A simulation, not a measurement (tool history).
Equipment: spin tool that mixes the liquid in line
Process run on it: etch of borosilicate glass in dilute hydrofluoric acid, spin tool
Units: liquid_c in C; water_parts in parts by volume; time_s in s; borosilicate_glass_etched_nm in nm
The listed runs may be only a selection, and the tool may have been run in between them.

run 1 hour=0.0 | liquid_c=22.0 water_parts=235 time_s=200 | borosilicate_glass_etched_nm=26.826
run 2 hour=2.9 | liquid_c=20.5 water_parts=260 time_s=200 | borosilicate_glass_etched_nm=22.277
run 3 hour=7.7 | liquid_c=19.5 water_parts=275 time_s=200 | borosilicate_glass_etched_nm=20.142
run 4 hour=16.5 | liquid_c=19.5 water_parts=275 time_s=215 | borosilicate_glass_etched_nm=21.692
run 5 hour=23.9 | liquid_c=19.5 water_parts=245 time_s=215 | borosilicate_glass_etched_nm=25.136
run 6 hour=26.9 | liquid_c=18.5 water_parts=270 time_s=215 | borosilicate_glass_etched_nm=21.321
run 7 hour=30.7 | liquid_c=18.0 water_parts=290 time_s=215 | borosilicate_glass_etched_nm=19.174
run 8 hour=35.5 | liquid_c=17.5 water_parts=305 time_s=215 | borosilicate_glass_etched_nm=17.594

Estimate the outcome of run 9 from the log above:
run 9 hour=37.2 | liquid_c=17.5 water_parts=305 time_s=215 | borosilicate_glass_etched_nm=?

borosilicate_glass_etched_nm: 17.672 nm
